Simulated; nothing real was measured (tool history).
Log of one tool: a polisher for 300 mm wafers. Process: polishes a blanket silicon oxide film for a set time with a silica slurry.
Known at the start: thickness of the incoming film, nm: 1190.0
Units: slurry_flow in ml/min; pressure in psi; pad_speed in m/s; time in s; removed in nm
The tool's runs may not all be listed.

run 1 hour=0 | slurry_flow=310 pressure=5.3 pad_speed=1.32 slurry_solids=1 time=22 | removed=92.458
run 2 hour=1.4 | slurry_flow=310 pressure=5.3 pad_speed=1.32 slurry_solids=0.8 time=22 | removed=82.218
run 3 hour=8.2 | slurry_flow=310 pressure=5.3 pad_speed=1.32 slurry_solids=0.8 time=19 | removed=71.326
run 4 hour=14.2 | slurry_flow=310 pressure=5.9 pad_speed=1.32 slurry_solids=0.8 time=19 | removed=78.223
run 5 hour=18.3 | slurry_flow=310 pressure=5 pad_speed=1.32 slurry_solids=0.8 time=19 | removed=66.889
run 6 hour=21.7 | slurry_flow=310 pressure=5.7 pad_speed=1.32 slurry_solids=0.8 time=19 | removed=75.071
run 7 hour=27 | slurry_flow=310 pressure=6.4 pad_speed=1.34 slurry_solids=0.8 time=19 | removed=84.743

The next listed run, before its measurement:
run 8 hour=29.2 | slurry_flow=310 pressure=6.9 pad_speed=1.36 slurry_solids=0.8 time=19 | removed=?

{"run 8": {"removed": 93.414}}
